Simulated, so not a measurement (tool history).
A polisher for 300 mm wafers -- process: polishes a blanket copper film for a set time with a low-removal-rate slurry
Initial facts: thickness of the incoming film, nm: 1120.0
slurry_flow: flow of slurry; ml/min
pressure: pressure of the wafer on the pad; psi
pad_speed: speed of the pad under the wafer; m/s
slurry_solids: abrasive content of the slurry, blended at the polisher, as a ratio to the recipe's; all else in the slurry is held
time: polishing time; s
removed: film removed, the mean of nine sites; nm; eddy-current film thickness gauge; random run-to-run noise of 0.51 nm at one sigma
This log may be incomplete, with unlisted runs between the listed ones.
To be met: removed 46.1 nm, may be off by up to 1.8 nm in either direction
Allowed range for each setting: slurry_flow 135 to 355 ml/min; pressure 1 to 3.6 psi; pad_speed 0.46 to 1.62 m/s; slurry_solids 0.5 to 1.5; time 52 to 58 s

run 1 day=0 | slurry_flow=225 pressure=2.3 pad_speed=1.04 slurry_solids=1 time=58 | removed=115.99
run 2 day=0.079 | slurry_flow=225 pressure=1.9 pad_speed=0.94 slurry_solids=1 time=58 | removed=89.187
run 3 day=0.329 | slurry_flow=225 pressure=1.9 pad_speed=0.94 slurry_solids=1 time=58 | removed=88.068
run 4 day=0.383 | slurry_flow=225 pressure=1.7 pad_speed=0.88 slurry_solids=1 time=58 | removed=72.852
run 5 day=0.575 | slurry_flow=225 pressure=1.5 pad_speed=0.86 slurry_solids=1 time=58 | removed=63.622
run 6 day=0.825 | slurry_flow=225 pressure=1.4 pad_speed=0.84 slurry_solids=1 time=58 | removed=59.095
run 7 day=0.979 | slurry_flow=225 pressure=1.3 pad_speed=0.84 slurry_solids=1 time=58 | removed=55.43
run 8 day=1.162 | slurry_flow=225 pressure=1.2 pad_speed=0.84 slurry_solids=1 time=58 | removed=51.052

Exercise: of the 5 proposed moves below, exactly one satisfies all targets within the stated allowed misses. Which move is it?
run A day=1.346 | slurry_flow=255 pressure=1 pad_speed=0.9 slurry_solids=1.05 time=56 | removed=?
run B day=1.346 | slurry_flow=165 pressure=1.2 pad_speed=0.78 slurry_solids=1.05 time=52 | removed=?
run C day=1.346 | slurry_flow=220 pressure=1.1 pad_speed=0.92 slurry_solids=1.05 time=57 | removed=?
run D day=1.346 | slurry_flow=175 pressure=1.4 pad_speed=0.9 slurry_solids=0.95 time=57 | removed=?
run E day=1.346 | slurry_flow=230 pressure=1.5 pad_speed=0.7 slurry_solids=1.05 time=58 | removed=?

move=A removed=45.599
move=B removed=41.882
move=C removed=51.126
move=D removed=59.906
move=E removed=53.896
A: meets every target
B: the result that was furthest off in the last run now lies on the other side of its target
C: about the same distance from the targets as the last run
D: lands further from the targets than the last run did
E: lands further from the targets than the last run did
A meets every target.

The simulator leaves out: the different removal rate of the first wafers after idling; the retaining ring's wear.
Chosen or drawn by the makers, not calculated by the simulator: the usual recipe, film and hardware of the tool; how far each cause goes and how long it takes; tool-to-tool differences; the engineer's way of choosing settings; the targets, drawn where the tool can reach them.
